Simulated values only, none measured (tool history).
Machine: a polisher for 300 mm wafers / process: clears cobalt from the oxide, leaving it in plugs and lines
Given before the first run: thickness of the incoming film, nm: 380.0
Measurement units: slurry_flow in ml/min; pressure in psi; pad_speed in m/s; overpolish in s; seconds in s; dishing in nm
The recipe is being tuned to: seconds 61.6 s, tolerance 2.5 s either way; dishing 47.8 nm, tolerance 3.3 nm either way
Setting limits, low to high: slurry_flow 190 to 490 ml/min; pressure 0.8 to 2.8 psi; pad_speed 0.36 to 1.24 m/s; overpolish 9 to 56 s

run	hour	slurry_flow	pressure	pad_speed	overpolish	seconds	dishing
1	0	315	1.8	0.8	29	99.367	61.538
2	6.9	315	1.9	0.8	26	95.297	58.661
3	14.3	390	1.9	0.8	26	92.189	60.889
4	18.6	365	2	0.8	24	90.11	57.389
5	22.3	365	2.1	0.8	22	86.893	59.921
6	24.6	345	2.1	0.86	20	79.462	55.818
7	27.1	335	2.2	0.86	19	76.932	56.1
8	31.5	425	2.4	0.92	9	65.443	39.279
9	37.1	420	2.4	0.92	10	66.526	43.816
10	38.8	420	2.6	0.92	13	60.619	52.068

Of the 4 settings listed for the next run, only one would bring every result within its allowed miss of target. Which one?
A	40.5	490	2.5	0.92	11	?	?
B	40.5	405	2.6	0.88	18	?	?
C	40.5	445	2.7	0.88	15	?	?
D	40.5	415	2.7	0.9	13	?	?

move	seconds	dishing
A	63.022	49.794
B	63.746	64.07
C	61.098	60.056
D	60.144	56.261
A: hits every target within its allowed miss
B: moves away from the targets compared with the last run
C: moves away from the targets compared with the last run
D: moves away from the targets compared with the last run
Move A is the one to make.

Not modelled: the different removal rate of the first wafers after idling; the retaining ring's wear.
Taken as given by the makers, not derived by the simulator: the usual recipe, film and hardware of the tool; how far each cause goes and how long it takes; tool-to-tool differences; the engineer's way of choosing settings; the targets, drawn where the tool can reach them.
